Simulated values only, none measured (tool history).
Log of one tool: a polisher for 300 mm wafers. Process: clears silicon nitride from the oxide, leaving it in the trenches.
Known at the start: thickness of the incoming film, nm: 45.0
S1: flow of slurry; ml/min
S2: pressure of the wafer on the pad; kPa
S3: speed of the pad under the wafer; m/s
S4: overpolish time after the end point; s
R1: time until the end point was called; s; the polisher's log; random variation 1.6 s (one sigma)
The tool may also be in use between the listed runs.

run	hour	S1	S2	S3	S4	R1
1	0	315	13.1	1.04	11	72.963
2	6.6	315	13.1	1.28	11	60.085
3	13.3	315	13.1	1.08	11	70.228
4	19.2	315	12.4	1.08	11	70.832
5	22.6	315	15.9	1.08	11	63.876
6	28.5	315	14.5	1.02	11	70.668
7	34.1	315	13.1	1	11	75.774
8	40.3	315	11.7	0.98	11	81.091
9	46.4	315	11	0.96	11	84.808

Run 10 comes next. What will it give?
10	48.9	315	10.3	0.94	11	?

R1: 87.964 s
